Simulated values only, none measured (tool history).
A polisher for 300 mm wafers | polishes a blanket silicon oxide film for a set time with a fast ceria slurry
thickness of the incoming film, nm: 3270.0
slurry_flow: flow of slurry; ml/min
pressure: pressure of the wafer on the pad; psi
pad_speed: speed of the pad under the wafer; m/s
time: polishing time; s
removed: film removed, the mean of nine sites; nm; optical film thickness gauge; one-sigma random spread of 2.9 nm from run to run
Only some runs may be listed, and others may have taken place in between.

run,hour,slurry_flow,pressure,pad_speed,time,removed
1,0.0,205,2.8,1.08,29,399.21
2,1.7,240,2.8,1.08,29,403.34
3,2.6,240,2.6,1.08,29,374.08
4,4.8,240,2.4,1.08,29,341.25
5,5.4,240,2.4,0.98,29,315.38
6,10.0,240,2.3,0.98,29,301.10

Run 7, settings as shown, results not yet in. Your forecast:
7,13.7,240,2.2,0.98,29,?

removed: 287.27 nm

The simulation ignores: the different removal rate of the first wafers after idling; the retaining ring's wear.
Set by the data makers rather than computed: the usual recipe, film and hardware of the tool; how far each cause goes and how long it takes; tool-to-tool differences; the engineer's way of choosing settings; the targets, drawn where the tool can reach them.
